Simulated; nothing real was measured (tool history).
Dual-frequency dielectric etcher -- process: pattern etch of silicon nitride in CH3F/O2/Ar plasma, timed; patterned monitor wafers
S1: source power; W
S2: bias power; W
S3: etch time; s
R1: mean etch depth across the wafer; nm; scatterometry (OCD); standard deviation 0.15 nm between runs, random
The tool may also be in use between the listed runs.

{"run": 1, "day": 0.0, "S1": 550, "S2": 67, "S3": 72, "R1": 55.433}
{"run": 2, "day": 0.242, "S1": 550, "S2": 77, "S3": 72, "R1": 57.46}
{"run": 3, "day": 0.458, "S1": 510, "S2": 76, "S3": 72, "R1": 55.991}
{"run": 4, "day": 0.712, "S1": 510, "S2": 83, "S3": 72, "R1": 57.57}
{"run": 5, "day": 0.896, "S1": 510, "S2": 83, "S3": 72, "R1": 57.526}
{"run": 6, "day": 1.117, "S1": 510, "S2": 83, "S3": 75.5, "R1": 60.23}
{"run": 7, "day": 1.325, "S1": 470, "S2": 80, "S3": 75.5, "R1": 58.651}
{"run": 8, "day": 1.362, "S1": 440, "S2": 76, "S3": 75.5, "R1": 56.543}
{"run": 9, "day": 1.671, "S1": 420, "S2": 74, "S3": 75.5, "R1": 55.7}
{"run": 10, "day": 1.938, "S1": 400, "S2": 72, "S3": 75.5, "R1": 54.941}
{"run": 11, "day": 2.217, "S1": 390, "S2": 70, "S3": 75.5, "R1": 54.454}
{"run": 12, "day": 2.512, "S1": 380, "S2": 68, "S3": 75.5, "R1": 53.389}
{"run": 13, "day": 2.683, "S1": 370, "S2": 67, "S3": 75.5, "R1": 53.067}
{"run": 14, "day": 2.817, "S1": 360, "S2": 66, "S3": 75.5, "R1": 52.707}
{"run": 15, "day": 3.088, "S1": 350, "S2": 65, "S3": 75.5, "R1": 51.872}

Run 16 has not been measured yet. What should we expect?
{"run": 16, "day": 3.196, "S1": 350, "S2": 64, "S3": 75.5, "R1": "?"}

R1: 51.667 nm

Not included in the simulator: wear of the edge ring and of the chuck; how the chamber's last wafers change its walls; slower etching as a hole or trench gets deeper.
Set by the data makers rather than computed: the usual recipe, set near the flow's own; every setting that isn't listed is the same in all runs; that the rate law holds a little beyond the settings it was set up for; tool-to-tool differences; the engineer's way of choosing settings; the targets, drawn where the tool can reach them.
